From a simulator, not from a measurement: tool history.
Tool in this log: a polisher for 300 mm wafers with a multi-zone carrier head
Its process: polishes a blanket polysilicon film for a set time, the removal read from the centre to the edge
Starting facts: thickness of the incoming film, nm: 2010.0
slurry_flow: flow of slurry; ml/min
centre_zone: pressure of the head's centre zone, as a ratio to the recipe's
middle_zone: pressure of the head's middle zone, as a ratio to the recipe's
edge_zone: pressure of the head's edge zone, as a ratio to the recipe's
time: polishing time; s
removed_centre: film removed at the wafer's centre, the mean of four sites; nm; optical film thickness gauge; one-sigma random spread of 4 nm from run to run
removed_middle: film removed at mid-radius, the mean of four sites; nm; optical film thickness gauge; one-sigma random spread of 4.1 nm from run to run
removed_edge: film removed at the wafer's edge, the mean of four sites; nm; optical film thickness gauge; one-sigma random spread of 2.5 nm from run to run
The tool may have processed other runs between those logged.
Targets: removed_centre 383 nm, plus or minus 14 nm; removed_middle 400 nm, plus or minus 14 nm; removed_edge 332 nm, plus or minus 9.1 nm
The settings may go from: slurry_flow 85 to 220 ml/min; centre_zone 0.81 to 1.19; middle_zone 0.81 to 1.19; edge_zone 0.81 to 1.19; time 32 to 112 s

run  hour  slurry_flow  centre_zone  middle_zone  edge_zone  time  removed_centre  removed_middle  removed_edge
  1     0          140            1            1          1    72          458.66          460.54        441.75
  2   7.2          110            1            1          1    72          410.18          429.86        423.75
  3  11.4          110         1.02         1.02       0.95    69          411.71           419.4        392.77
  4  16.7          110         1.02         0.97       0.95    69          404.55          403.42        397.64
  5  18.3          110         1.02         1.01       0.95    69          407.64          423.09        403.13
  6  25.5          115         1.03         1.03       0.92    65          393.06          411.47        374.36
     27.2  -- edge zone pressure recalibrated
  7  27.2           95         1.07         1.07       0.82    62          361.37          382.96        336.75
  8  28.5           95         1.07         1.07       0.82    62          357.99          381.15        339.59
  9  31.2          120         1.15         1.14       0.81    59          404.63           406.5        333.08

Which one of the following 5 next-run settings gets every result inside its allowed miss? There is exactly one.
  A  33.9          135         1.17         1.19       0.81    54               ?               ?             ?
  B  33.9           90         1.19            1       0.87    65               ?               ?             ?
  C  33.9          105         1.08         0.96       0.87    62               ?               ?             ?
  D  33.9          120         1.19         1.11       0.81    58               ?               ?             ?
  E  33.9          125         1.11         1.12       0.81    58               ?               ?             ?

move  removed_centre  removed_middle  removed_edge
   A          392.62          400.49         311.8
   B           417.5           367.9        357.59
   C          385.15          357.79        353.57
   D          414.41          393.33        328.41
   E          391.96          400.78        330.81
A: puts the biggest miss on target and leaves a different result outside tolerance
B: lands further from the targets than the last run did
C: puts the biggest miss on target and leaves a different result outside tolerance
D: lands further from the targets than the last run did
E: meets every target
E is the move that brings every result within its allowed miss.

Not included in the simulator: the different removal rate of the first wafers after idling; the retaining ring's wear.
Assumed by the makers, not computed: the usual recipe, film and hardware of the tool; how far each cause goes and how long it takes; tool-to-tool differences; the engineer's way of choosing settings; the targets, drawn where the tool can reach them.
